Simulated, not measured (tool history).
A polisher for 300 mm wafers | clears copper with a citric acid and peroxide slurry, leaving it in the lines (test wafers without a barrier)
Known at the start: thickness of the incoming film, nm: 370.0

run,hour,flow of slurry (ml/min),pressure of the wafer on the pad (psi),speed of the pad under the wafer (cm/s),abrasive content of the slurry,overpolish time after the end point (s),time until the end point was called (s),dishing of a wide line in a test structure (angstrom)
1,0.0,190,3.0,138,1.0,17,141.69,285.50
2,7.9,190,2.4,138,1.0,17,174.15,246.62
3,15.6,190,2.4,156,1.0,17,151.76,266.07
4,22.9,190,2.4,156,0.9,17,153.41,263.95
5,29.5,190,2.4,174,0.9,17,141.65,295.84
6,31.5,190,2.4,174,0.9,24,137.97,361.24

Expected results for the next run?
7,39.6,190,2.6,176,0.9,24,?,?

{"run 7": {"time until the end point was called (s)": 121.79, "dishing of a wide line in a test structure (angstrom)": 382.15}}

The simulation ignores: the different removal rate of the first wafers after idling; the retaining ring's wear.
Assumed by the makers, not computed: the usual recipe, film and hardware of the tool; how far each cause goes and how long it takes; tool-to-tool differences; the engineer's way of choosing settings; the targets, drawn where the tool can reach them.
